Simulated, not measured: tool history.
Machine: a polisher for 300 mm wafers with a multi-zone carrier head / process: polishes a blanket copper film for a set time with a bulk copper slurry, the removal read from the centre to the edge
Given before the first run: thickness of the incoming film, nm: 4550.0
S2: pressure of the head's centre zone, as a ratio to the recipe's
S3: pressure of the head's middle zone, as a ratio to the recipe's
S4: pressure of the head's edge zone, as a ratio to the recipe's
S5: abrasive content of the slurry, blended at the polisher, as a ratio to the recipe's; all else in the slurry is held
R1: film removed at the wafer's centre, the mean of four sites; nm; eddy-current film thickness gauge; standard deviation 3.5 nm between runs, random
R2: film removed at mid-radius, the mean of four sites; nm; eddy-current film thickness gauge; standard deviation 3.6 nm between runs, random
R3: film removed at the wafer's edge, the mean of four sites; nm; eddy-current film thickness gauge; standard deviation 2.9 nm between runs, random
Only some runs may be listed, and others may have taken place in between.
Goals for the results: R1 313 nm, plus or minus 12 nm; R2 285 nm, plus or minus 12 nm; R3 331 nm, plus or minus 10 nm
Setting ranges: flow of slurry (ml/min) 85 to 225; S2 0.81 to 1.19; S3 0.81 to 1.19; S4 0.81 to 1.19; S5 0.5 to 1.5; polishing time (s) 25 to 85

{"run": 1, "hour": 0.0, "flow of slurry (ml/min)": 145, "S2": 1, "S3": 1, "S4": 1, "S5": 1, "polishing time (s)": 55, "R1": 347.65, "R2": 334.98, "R3": 340.08}
{"run": 2, "hour": 7.8, "flow of slurry (ml/min)": 145, "S2": 1, "S3": 1, "S4": 1, "S5": 1, "polishing time (s)": 43, "R1": 260.94, "R2": 266.48, "R3": 267.72}
{"run": 3, "hour": 13.3, "flow of slurry (ml/min)": 145, "S2": 1, "S3": 1, "S4": 1, "S5": 1, "polishing time (s)": 50, "R1": 315.49, "R2": 307.69, "R3": 309.5}
{"run": 4, "hour": 19.6, "flow of slurry (ml/min)": 170, "S2": 1, "S3": 1, "S4": 1, "S5": 1, "polishing time (s)": 50, "R1": 329.87, "R2": 317.42, "R3": 319.54}
{"run": 5, "hour": 24.4, "flow of slurry (ml/min)": 140, "S2": 1, "S3": 1, "S4": 1, "S5": 1, "polishing time (s)": 50, "R1": 310.32, "R2": 303.38, "R3": 307.8}
{"run": 6, "hour": 32.0, "flow of slurry (ml/min)": 140, "S2": 1, "S3": 1, "S4": 0.95, "S5": 1, "polishing time (s)": 50, "R1": 307.01, "R2": 315.29, "R3": 300.78}
{"run": 7, "hour": 37.5, "flow of slurry (ml/min)": 140, "S2": 0.99, "S3": 0.99, "S4": 0.97, "S5": 1, "polishing time (s)": 50, "R1": 309.52, "R2": 300.53, "R3": 303.59}
{"run": 8, "hour": 44.1, "flow of slurry (ml/min)": 140, "S2": 0.98, "S3": 0.98, "S4": 0.99, "S5": 1, "polishing time (s)": 50, "R1": 303.04, "R2": 300.03, "R3": 306.78}

4 next moves are on the table. One of them brings every result within its allowed miss. Which?
{"run": "A", "hour": 50.7, "flow of slurry (ml/min)": 110, "S2": 0.97, "S3": 0.98, "S4": 1.01, "S5": 1, "polishing time (s)": 56, "R1": "?", "R2": "?", "R3": "?"}
{"run": "B", "hour": 50.7, "flow of slurry (ml/min)": 150, "S2": 0.9, "S3": 0.98, "S4": 1.09, "S5": 0.9, "polishing time (s)": 49, "R1": "?", "R2": "?", "R3": "?"}
{"run": "C", "hour": 50.7, "flow of slurry (ml/min)": 135, "S2": 0.96, "S3": 0.85, "S4": 1.01, "S5": 0.95, "polishing time (s)": 54, "R1": "?", "R2": "?", "R3": "?"}
{"run": "D", "hour": 50.7, "flow of slurry (ml/min)": 175, "S2": 1.1, "S3": 0.92, "S4": 1.07, "S5": 1, "polishing time (s)": 48, "R1": "?", "R2": "?", "R3": "?"}

move=A R1=317.52 R2=322.67 R3=333.83
move=B R1=274.49 R2=298.1 R3=313.6
move=C R1=317.43 R2=289.16 R3=330.99
move=D R1=344.96 R2=289.66 R3=315.89
A: the furthest-off result lands on target, but another misses its tolerance
B: the biggest miss grows against the last run
C: all results in spec
D: the biggest miss grows against the last run
The right move is C.

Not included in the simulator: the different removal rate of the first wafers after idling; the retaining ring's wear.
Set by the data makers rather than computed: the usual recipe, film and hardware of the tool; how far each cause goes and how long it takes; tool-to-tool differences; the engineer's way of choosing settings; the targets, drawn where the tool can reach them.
